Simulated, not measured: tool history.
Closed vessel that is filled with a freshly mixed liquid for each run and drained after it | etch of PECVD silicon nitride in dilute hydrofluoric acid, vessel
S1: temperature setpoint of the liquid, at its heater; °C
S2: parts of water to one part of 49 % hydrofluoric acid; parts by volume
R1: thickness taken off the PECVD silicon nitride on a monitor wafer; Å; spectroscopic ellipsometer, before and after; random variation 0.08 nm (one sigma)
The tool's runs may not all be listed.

Run 1, hour 0.0: S1 21.0 °C, S2 80 parts by volume, time in the liquid (s) 350. Result: R1 128.830 Å.
Run 2, hour 4.8: S1 19.5 °C, S2 80 parts by volume, time in the liquid (s) 350. Result: R1 115.990 Å.
Run 3, hour 13.9: S1 18.0 °C, S2 80 parts by volume, time in the liquid (s) 350. Result: R1 105.120 Å.
Run 4, hour 22.8: S1 19.5 °C, S2 80 parts by volume, time in the liquid (s) 350. Result: R1 116.650 Å.
Run 5, hour 27.4: S1 20.0 °C, S2 80 parts by volume, time in the liquid (s) 350. Result: R1 120.310 Å.
At hour 34.2: thermometer replaced.
Run 6, hour 34.2: S1 17.0 °C, S2 80 parts by volume, time in the liquid (s) 350. Result: R1 87.523 Å.
Run 7, hour 42.0: S1 17.5 °C, S2 80 parts by volume, time in the liquid (s) 350. Result: R1 90.003 Å.
Run 8, hour 44.7: S1 18.0 °C, S2 80 parts by volume, time in the liquid (s) 350. Result: R1 93.467 Å.
Run 9, hour 53.3: S1 18.5 °C, S2 80 parts by volume, time in the liquid (s) 350. Result: R1 97.398 Å.
Run 10, hour 57.9: S1 19.0 °C, S2 80 parts by volume, time in the liquid (s) 350. Result: R1 100.180 Å.
Run 11, hour 65.8: S1 19.5 °C, S2 80 parts by volume, time in the liquid (s) 350. Result: R1 103.860 Å.
Run 12, hour 67.4: S1 20.0 °C, S2 80 parts by volume, time in the liquid (s) 350. Result: R1 107.210 Å.
Run 13, hour 74.4: S1 20.5 °C, S2 80 parts by volume, time in the liquid (s) 350. Result: R1 111.910 Å.
Run 14, hour 75.9: S1 21.0 °C, S2 80 parts by volume, time in the liquid (s) 350. Result: R1 113.980 Å.
Run 15, hour 84.9: S1 21.5 °C, S2 80 parts by volume, time in the liquid (s) 350. Result: R1 120.470 Å.

Run 16 comes next. What will it give?
Run 16, hour 93.5: S1 22.0 °C, S2 80 parts by volume, time in the liquid (s) 350. Result: R1 ?.

{"run 16": {"R1": 122.9}}
